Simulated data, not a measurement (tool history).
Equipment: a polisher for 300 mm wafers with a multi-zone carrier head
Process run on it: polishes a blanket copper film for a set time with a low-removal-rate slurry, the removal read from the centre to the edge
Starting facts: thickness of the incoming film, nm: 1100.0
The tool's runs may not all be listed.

run,hour,flow of slurry (ml/min),pressure of the head's centre zone,pressure of the head's middle zone,pressure of the head's edge zone,abrasive content of the slurry,polishing time (s),film removed at the wafer's centre (nm),film removed at mid-radius (nm),film removed at the wafer's edge (nm)
1,0.0,190,1.00,1.00,1.00,1.00,46,105.67,108.13,106.90
2,8.2,190,1.00,1.00,1.00,1.05,46,107.76,111.96,107.67
3,13.8,190,1.00,1.00,1.02,1.10,47,111.91,114.24,114.96
4,22.5,150,1.00,1.00,1.02,1.10,47,108.06,111.12,111.64
5,23.7,150,1.00,0.94,1.02,1.10,47,107.99,107.70,111.29
6,25.6,155,1.00,0.97,1.03,1.15,48,111.54,113.07,116.16
7,26.6,160,1.00,0.99,1.04,1.20,49,117.03,117.74,123.94

Estimate the outcome of run 8 from the log above:
8,32.0,210,0.99,1.09,0.97,1.45,55,?,?,?

{"run 8": {"film removed at the wafer's centre (nm)": 140.48, "film removed at mid-radius (nm)": 153.19, "film removed at the wafer's edge (nm)": 142.63}}
